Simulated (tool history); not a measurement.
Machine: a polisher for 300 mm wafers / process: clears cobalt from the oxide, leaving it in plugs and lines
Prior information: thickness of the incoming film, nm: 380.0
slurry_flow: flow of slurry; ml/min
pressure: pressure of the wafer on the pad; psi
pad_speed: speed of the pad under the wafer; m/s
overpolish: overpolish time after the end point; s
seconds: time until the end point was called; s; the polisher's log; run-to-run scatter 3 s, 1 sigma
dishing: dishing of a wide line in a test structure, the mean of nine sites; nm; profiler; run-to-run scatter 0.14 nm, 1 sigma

run  hour  slurry_flow  pressure  pad_speed  overpolish  seconds  dishing
  1   0.0          230       1.8       0.84          14    99.06  35.9500
  2   7.2          225       1.6       0.72          11   124.75  24.6400
  3  11.6          200       1.6       0.72          11   126.62  24.4760
  4  15.1          200       1.4       0.72          11   143.82  22.7530
  5  21.8          190       1.3       0.62           9   176.13  16.0360
  6  25.6          190       1.3       0.56           8   196.92  13.3230
  7  27.6          195       1.3       0.54           7   204.52  11.0690
  8  28.5          205       1.2       0.54           7   213.79  10.6720
  9  34.5          220       1.1       0.54           7   230.76   9.7663
 10  40.1          230       1.1       0.54           7   226.59  10.2340
 11  48.8          230       1.1       0.54           7   227.55  10.1140
 12  50.3          235       1.1       0.54           7   223.82  10.2570

For run 13, what comes out?
 13  58.2          240       1.1       0.54           7        ?        ?

{"run 13": {"seconds": 225.97, "dishing": 10.34}}
